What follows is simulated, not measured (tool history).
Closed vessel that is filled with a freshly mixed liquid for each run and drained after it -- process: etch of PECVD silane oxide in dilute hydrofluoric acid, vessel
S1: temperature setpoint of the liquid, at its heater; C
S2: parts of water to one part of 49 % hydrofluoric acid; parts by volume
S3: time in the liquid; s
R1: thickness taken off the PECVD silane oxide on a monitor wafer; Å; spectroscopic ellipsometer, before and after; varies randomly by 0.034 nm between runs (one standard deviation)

run	hour	S1	S2	S3	R1
1	0	21	200	65	63.401
2	8.7	21	170	65	77.837
3	16.2	20	190	65	66.1
4	20	18.5	190	65	61.27
5	26.5	18	205	65	54.924
6	33	20	205	65	60.161
7	35.6	19.5	220	65	53.349
8	37.2	19.5	220	65	53.715
9	45.2	19	230	65	49.825
10	46.2	18.5	240	65	46.379
11	54.4	18	245	65	44.668
12	61.2	18	250	65	43.487
13	63.7	18	255	65	42.282

Forecast run 14:
14	72	18	260	65	?

Run 14 produced R1 41.696 Å.
